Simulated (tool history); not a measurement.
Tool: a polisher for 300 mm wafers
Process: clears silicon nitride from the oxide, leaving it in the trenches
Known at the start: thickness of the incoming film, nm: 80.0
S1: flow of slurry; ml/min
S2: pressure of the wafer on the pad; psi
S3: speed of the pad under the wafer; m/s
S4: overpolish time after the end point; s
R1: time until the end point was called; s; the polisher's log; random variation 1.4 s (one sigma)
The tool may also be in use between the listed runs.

| run | hour | S1 | S2 | S3 | S4 | R1 |
|---|---|---|---|---|---|---|
| 1 | 0 | 230 | 2.5 | 0.9 | 8 | 136.43 |
| 2 | 1.6 | 230 | 2.5 | 0.9 | 8 | 137.47 |
| 3 | 3.1 | 230 | 2.5 | 1.06 | 8 | 114.93 |
| 4 | 9.7 | 230 | 2.7 | 1.06 | 8 | 109.48 |
| 5 | 12.5 | 230 | 2.8 | 1.06 | 8 | 106.2 |
| 6 | 17.8 | 230 | 2.9 | 1.06 | 8 | 101.93 |
| 7 | 19.2 | 230 | 3 | 1.06 | 8 | 98.403 |
| 8 | 27 | 230 | 3.1 | 1.06 | 8 | 93.693 |

Run 9 comes next. What will it give?
| 9 | 29 | 230 | 3.3 | 1.06 | 8 | ? |

{"run 9": {"R1": 88.715}}
